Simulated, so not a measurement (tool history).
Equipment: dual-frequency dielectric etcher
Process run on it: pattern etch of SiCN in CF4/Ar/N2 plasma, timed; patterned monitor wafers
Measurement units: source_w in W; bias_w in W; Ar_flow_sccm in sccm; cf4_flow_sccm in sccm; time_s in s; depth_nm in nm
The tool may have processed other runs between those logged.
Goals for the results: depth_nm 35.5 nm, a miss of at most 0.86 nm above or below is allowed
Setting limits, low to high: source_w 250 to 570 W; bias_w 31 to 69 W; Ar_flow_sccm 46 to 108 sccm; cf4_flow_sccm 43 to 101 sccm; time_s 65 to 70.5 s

{"run": 1, "day": 0.0, "source_w": 410, "bias_w": 50, "Ar_flow_sccm": 77, "cf4_flow_sccm": 72, "time_s": 70.5, "depth_nm": 50.859}
{"run": 2, "day": 0.183, "source_w": 370, "bias_w": 49, "Ar_flow_sccm": 78, "cf4_flow_sccm": 72, "time_s": 70.5, "depth_nm": 45.941}
{"run": 3, "day": 0.292, "source_w": 370, "bias_w": 49, "Ar_flow_sccm": 66, "cf4_flow_sccm": 72, "time_s": 70.5, "depth_nm": 47.685}
{"run": 4, "day": 0.588, "source_w": 370, "bias_w": 49, "Ar_flow_sccm": 66, "cf4_flow_sccm": 81, "time_s": 70.5, "depth_nm": 48.326}
{"run": 5, "day": 0.679, "source_w": 370, "bias_w": 52, "Ar_flow_sccm": 66, "cf4_flow_sccm": 81, "time_s": 70.5, "depth_nm": 49.829}
{"run": 6, "day": 0.875, "source_w": 370, "bias_w": 57, "Ar_flow_sccm": 66, "cf4_flow_sccm": 81, "time_s": 70.5, "depth_nm": 51.089}
{"run": 7, "day": 0.988, "source_w": 340, "bias_w": 54, "Ar_flow_sccm": 68, "cf4_flow_sccm": 80, "time_s": 70.5, "depth_nm": 46.128}
{"run": 8, "day": 1.121, "source_w": 340, "bias_w": 54, "Ar_flow_sccm": 68, "cf4_flow_sccm": 80, "time_s": 70.5, "depth_nm": 45.906}

4 candidate next runs follow, results not yet known. Just one meets every target within its allowed miss. Identify it.
{"run": "A", "day": 1.254, "source_w": 300, "bias_w": 53, "Ar_flow_sccm": 65, "cf4_flow_sccm": 82, "time_s": 69, "depth_nm": "?"}
{"run": "B", "day": 1.254, "source_w": 340, "bias_w": 55, "Ar_flow_sccm": 68, "cf4_flow_sccm": 81, "time_s": 65, "depth_nm": "?"}
{"run": "C", "day": 1.254, "source_w": 260, "bias_w": 52, "Ar_flow_sccm": 66, "cf4_flow_sccm": 89, "time_s": 65, "depth_nm": "?"}
{"run": "D", "day": 1.254, "source_w": 290, "bias_w": 55, "Ar_flow_sccm": 73, "cf4_flow_sccm": 80, "time_s": 65, "depth_nm": "?"}

move=A depth_nm=39.484
move=B depth_nm=42.255
move=C depth_nm=32.286
move=D depth_nm=35.512
A: better than the last run, though not everything is in spec
B: better than the last run, though not everything is in spec
C: takes the result that was furthest off past its target
D: all results land within tolerance of their targets
Correct choice: D, which meets every target
